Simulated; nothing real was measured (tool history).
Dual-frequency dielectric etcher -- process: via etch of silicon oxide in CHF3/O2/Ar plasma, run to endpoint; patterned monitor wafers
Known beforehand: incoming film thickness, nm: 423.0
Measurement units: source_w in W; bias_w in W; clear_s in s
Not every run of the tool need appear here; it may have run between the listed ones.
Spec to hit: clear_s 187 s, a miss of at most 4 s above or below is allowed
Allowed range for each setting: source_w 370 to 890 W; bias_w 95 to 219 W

{"run": 1, "hour": 0.0, "source_w": 630, "bias_w": 157, "clear_s": 216.76}
{"run": 2, "hour": 7.4, "source_w": 630, "bias_w": 137, "clear_s": 233.22}
{"run": 3, "hour": 14.0, "source_w": 630, "bias_w": 147, "clear_s": 226.17}
{"run": 4, "hour": 15.4, "source_w": 540, "bias_w": 147, "clear_s": 240.58}
{"run": 5, "hour": 20.0, "source_w": 610, "bias_w": 150, "clear_s": 224.37}
{"run": 6, "hour": 21.3, "source_w": 660, "bias_w": 152, "clear_s": 218.4}
{"run": 7, "hour": 29.6, "source_w": 710, "bias_w": 155, "clear_s": 208.78}
{"run": 8, "hour": 32.8, "source_w": 740, "bias_w": 156, "clear_s": 206.29}
{"run": 9, "hour": 38.7, "source_w": 770, "bias_w": 158, "clear_s": 199.67}
{"run": 10, "hour": 39.6, "source_w": 790, "bias_w": 159, "clear_s": 196.3}
{"run": 11, "hour": 47.9, "source_w": 810, "bias_w": 160, "clear_s": 192.89}

4 candidate next runs follow, results not yet known. Just one meets every target within its allowed miss. Identify it.
{"run": "A", "hour": 56.2, "source_w": 800, "bias_w": 160, "clear_s": "?"}
{"run": "B", "hour": 56.2, "source_w": 780, "bias_w": 160, "clear_s": "?"}
{"run": "C", "hour": 56.2, "source_w": 790, "bias_w": 178, "clear_s": "?"}
{"run": "D", "hour": 56.2, "source_w": 790, "bias_w": 147, "clear_s": "?"}

move=A clear_s=193.23
move=B clear_s=195.32
move=C clear_s=184.59
move=D clear_s=202.44
A: the biggest miss grows against the last run
B: the biggest miss grows against the last run
C: meets every target
D: the biggest miss grows against the last run
Go with C: it meets all targets.

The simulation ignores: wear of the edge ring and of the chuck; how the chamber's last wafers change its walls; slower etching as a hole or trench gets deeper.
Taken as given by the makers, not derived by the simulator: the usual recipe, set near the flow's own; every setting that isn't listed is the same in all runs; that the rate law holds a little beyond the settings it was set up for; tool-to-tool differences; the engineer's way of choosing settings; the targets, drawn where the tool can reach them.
